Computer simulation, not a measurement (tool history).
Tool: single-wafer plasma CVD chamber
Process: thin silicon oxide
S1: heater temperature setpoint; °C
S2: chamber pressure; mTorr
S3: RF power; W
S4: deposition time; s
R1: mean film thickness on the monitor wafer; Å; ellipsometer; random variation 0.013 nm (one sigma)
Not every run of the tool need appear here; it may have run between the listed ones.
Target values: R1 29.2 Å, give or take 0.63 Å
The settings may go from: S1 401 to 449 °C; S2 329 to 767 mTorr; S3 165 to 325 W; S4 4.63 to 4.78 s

run    day   S1   S2   S3    S4      R1
  1      0  425  548  245  4.63  48.087
  2  0.275  416  548  245  4.63  48.758
  3  0.646  416  548  245  4.78  50.566
  4  0.983  416  548  215  4.78  45.645
  5  1.217  416  482  215  4.78  40.958
  6  1.408  416  482  185  4.78  36.224
  7  1.462  416  447  185  4.78  33.896
  8  1.804  416  447  185  4.78  34.048
  9  2.012  416  423  185  4.78  31.982
 10  2.142  416  410  185  4.78  31.243

Which single option among these 4 for the next run brings every result within its allowed miss of target? Just one does.
  A  2.271  434  354  195  4.63   ?
  B  2.271  415  399  185  4.63   ?
  C  2.271  411  347  190  4.78   ?
  D  2.271  410  378  180  4.63   ?

move      R1
   A   27.43
   B  29.557
   C  27.559
   D  27.508
A: moves the result that the last run missed by most past its target, out the other side
B: every result within its allowed miss
C: moves the result that the last run missed by most past its target, out the other side
D: moves the result that the last run missed by most past its target, out the other side
Go with B: it meets all targets.

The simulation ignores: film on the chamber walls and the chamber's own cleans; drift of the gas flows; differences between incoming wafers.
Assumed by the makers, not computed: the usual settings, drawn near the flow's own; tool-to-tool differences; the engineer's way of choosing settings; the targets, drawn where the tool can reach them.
